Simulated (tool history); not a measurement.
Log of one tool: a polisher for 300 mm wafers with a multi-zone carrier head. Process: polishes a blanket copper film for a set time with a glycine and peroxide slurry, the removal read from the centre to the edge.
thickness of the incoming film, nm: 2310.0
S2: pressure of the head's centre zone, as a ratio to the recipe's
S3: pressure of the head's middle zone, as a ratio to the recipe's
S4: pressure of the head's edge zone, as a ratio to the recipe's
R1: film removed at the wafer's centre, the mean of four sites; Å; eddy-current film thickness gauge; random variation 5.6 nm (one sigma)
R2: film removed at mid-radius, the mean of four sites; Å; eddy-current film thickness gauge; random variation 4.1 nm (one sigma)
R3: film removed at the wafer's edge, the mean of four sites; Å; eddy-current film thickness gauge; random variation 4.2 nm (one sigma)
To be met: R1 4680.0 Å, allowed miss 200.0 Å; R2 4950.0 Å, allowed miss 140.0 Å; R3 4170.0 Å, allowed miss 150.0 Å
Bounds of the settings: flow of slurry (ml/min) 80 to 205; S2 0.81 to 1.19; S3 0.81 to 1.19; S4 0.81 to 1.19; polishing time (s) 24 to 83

Run 1, day 0.000: flow of slurry (ml/min) 135, S2 1.00, S3 1.00, S4 1.00, polishing time (s) 53. Result: R1 3648.7 Å, R2 3614.9 Å, R3 3524.9 Å.
Run 2, day 0.300: flow of slurry (ml/min) 135, S2 1.00, S3 0.94, S4 1.00, polishing time (s) 53. Result: R1 3607.4 Å, R2 3510.0 Å, R3 3518.4 Å.
Run 3, day 0.462: flow of slurry (ml/min) 135, S2 1.00, S3 0.94, S4 1.00, polishing time (s) 63. Result: R1 4343.5 Å, R2 4140.7 Å, R3 4223.2 Å.
Run 4, day 0.771: flow of slurry (ml/min) 135, S2 1.06, S3 0.94, S4 1.00, polishing time (s) 63. Result: R1 4603.1 Å, R2 4162.4 Å, R3 4240.1 Å.
Run 5, day 0.867: flow of slurry (ml/min) 135, S2 1.06, S3 0.91, S4 1.00, polishing time (s) 63. Result: R1 4576.0 Å, R2 4038.3 Å, R3 4233.9 Å.
Run 6, day 0.958: flow of slurry (ml/min) 145, S2 1.05, S3 0.94, S4 0.98, polishing time (s) 63. Result: R1 4550.7 Å, R2 4187.3 Å, R3 4234.7 Å.
Run 7, day 1.133: flow of slurry (ml/min) 150, S2 1.05, S3 0.97, S4 0.96, polishing time (s) 63. Result: R1 4762.3 Å, R2 4316.7 Å, R3 4174.9 Å.
Run 8, day 1.500: flow of slurry (ml/min) 155, S2 1.03, S3 0.99, S4 0.96, polishing time (s) 63. Result: R1 4569.4 Å, R2 4430.4 Å, R3 4249.1 Å.
Run 9, day 1.842: flow of slurry (ml/min) 160, S2 1.03, S3 1.01, S4 0.95, polishing time (s) 63. Result: R1 4634.4 Å, R2 4644.8 Å, R3 4280.7 Å.
Run 10, day 1.996: flow of slurry (ml/min) 165, S2 1.03, S3 1.02, S4 0.94, polishing time (s) 63. Result: R1 4630.1 Å, R2 4603.4 Å, R3 4252.7 Å.

Which of these 4 next moves meets every target?
Run A, day 2.150: flow of slurry (ml/min) 145, S2 1.04, S3 1.11, S4 0.90, polishing time (s) 65. Result: R1 ?, R2 ?, R3 ?.
Run B, day 2.150: flow of slurry (ml/min) 155, S2 0.99, S3 1.18, S4 0.83, polishing time (s) 60. Result: R1 ?, R2 ?, R3 ?.
Run C, day 2.150: flow of slurry (ml/min) 145, S2 1.09, S3 0.99, S4 0.97, polishing time (s) 63. Result: R1 ?, R2 ?, R3 ?.
Run D, day 2.150: flow of slurry (ml/min) 195, S2 1.08, S3 1.18, S4 0.85, polishing time (s) 58. Result: R1 ?, R2 ?, R3 ?.

move      R1      R2      R3
   A  4693.6  4998.0  4124.6
   B  4197.0  4931.8  3703.8
   C  4757.1  4393.6  4146.6
   D  4616.3  4959.7  3725.7
A: meets every target
B: brings the result that was furthest off to its target, and leaves another outside
C: further off than the last run
D: brings the result that was furthest off to its target, and leaves another outside
The right move is A.
